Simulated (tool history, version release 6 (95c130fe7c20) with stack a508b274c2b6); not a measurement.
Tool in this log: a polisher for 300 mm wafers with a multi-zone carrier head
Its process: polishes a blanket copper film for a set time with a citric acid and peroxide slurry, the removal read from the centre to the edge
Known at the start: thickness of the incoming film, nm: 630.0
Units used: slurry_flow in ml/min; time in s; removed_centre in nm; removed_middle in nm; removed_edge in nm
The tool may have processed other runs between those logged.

Run 1, day 0: slurry_flow 250 ml/min, centre_zone 1, middle_zone 1, edge_zone 1, slurry_solids 1, time 74 s. Result: removed_centre 230.11 nm, removed_middle 227.76 nm, removed_edge 225.47 nm.
Run 2, day 0.088: slurry_flow 250 ml/min, centre_zone 1, middle_zone 1, edge_zone 1, slurry_solids 1, time 86 s. Result: removed_centre 266.31 nm, removed_middle 267.13 nm, removed_edge 265.24 nm.
Run 3, day 0.275: slurry_flow 250 ml/min, centre_zone 1, middle_zone 1, edge_zone 1.07, slurry_solids 1, time 86 s. Result: removed_centre 270.45 nm, removed_middle 264.65 nm, removed_edge 277.56 nm.
Run 4, day 0.317: slurry_flow 250 ml/min, centre_zone 0.92, middle_zone 1, edge_zone 1.07, slurry_solids 1, time 86 s. Result: removed_centre 250.33 nm, removed_middle 267.93 nm, removed_edge 276.11 nm.
Run 5, day 0.383: slurry_flow 245 ml/min, centre_zone 0.91, middle_zone 0.98, edge_zone 1.02, slurry_solids 0.85, time 80 s. Result: removed_centre 218.82 nm, removed_middle 233.44 nm, removed_edge 234.84 nm.
Run 6, day 0.488: slurry_flow 235 ml/min, centre_zone 0.89, middle_zone 0.96, edge_zone 0.98, slurry_solids 0.75, time 77 s. Result: removed_centre 200.76 nm, removed_middle 210.06 nm, removed_edge 217.49 nm.
Run 7, day 0.767: slurry_flow 235 ml/min, centre_zone 0.88, middle_zone 0.97, edge_zone 0.95, slurry_solids 0.7, time 73 s. Result: removed_centre 181.66 nm, removed_middle 202.58 nm, removed_edge 199.01 nm.

Run 8, settings as shown, results not yet in. Your forecast:
Run 8, day 0.9: slurry_flow 235 ml/min, centre_zone 0.89, middle_zone 0.96, edge_zone 0.92, slurry_solids 0.65, time 71 s. Result: removed_centre ?, removed_middle ?, removed_edge ?.

{"run 8": {"removed_centre": 174.62, "removed_middle": 189.43, "removed_edge": 185.79}}
